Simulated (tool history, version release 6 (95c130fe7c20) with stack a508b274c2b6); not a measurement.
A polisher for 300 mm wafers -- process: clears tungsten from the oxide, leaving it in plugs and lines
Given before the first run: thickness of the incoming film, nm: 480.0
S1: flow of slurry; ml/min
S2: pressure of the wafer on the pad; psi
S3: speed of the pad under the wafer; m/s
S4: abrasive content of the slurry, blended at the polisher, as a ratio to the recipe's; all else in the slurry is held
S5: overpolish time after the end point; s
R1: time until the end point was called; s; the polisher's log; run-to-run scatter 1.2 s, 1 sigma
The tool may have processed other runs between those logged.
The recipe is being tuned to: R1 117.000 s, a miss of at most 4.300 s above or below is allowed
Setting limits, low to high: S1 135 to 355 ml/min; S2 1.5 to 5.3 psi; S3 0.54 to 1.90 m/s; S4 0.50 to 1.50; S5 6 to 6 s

| run | day | S1 | S2 | S3 | S4 | S5 | R1 |
|---|---|---|---|---|---|---|---|
| 1 | 0.000 | 225 | 3.4 | 1.22 | 1.00 | 6 | 84.256 |
| 2 | 0.279 | 225 | 3.1 | 1.22 | 1.00 | 6 | 92.635 |
| 3 | 0.388 | 225 | 3.1 | 1.22 | 0.90 | 6 | 96.210 |
| 4 | 0.592 | 225 | 3.1 | 1.22 | 0.90 | 6 | 94.375 |
| 5 | 0.746 | 225 | 2.9 | 1.22 | 0.90 | 6 | 102.640 |
| 6 | 0.933 | 225 | 2.8 | 1.22 | 0.90 | 6 | 104.660 |
| 7 | 1.021 | 225 | 2.7 | 1.22 | 0.90 | 6 | 108.610 |
| 8 | 1.158 | 225 | 2.6 | 1.22 | 0.90 | 6 | 112.610 |

Below are 4 possible settings for the next run. Only one of them brings all results inside the allowed miss of their targets. Which is it?
| A | 1.296 | 270 | 3.3 | 1.22 | 0.60 | 6 | ? |
| B | 1.296 | 195 | 2.3 | 1.32 | 0.95 | 6 | ? |
| C | 1.296 | 265 | 2.3 | 1.38 | 1.05 | 6 | ? |
| D | 1.296 | 205 | 2.7 | 1.38 | 0.70 | 6 | ? |

| move | R1 |
|---|---|
| A | 99.368 |
| B | 117.240 |
| C | 104.690 |
| D | 105.180 |
A: the biggest miss grows against the last run
B: in spec on every target
C: the biggest miss grows against the last run
D: the biggest miss grows against the last run
Answer: B
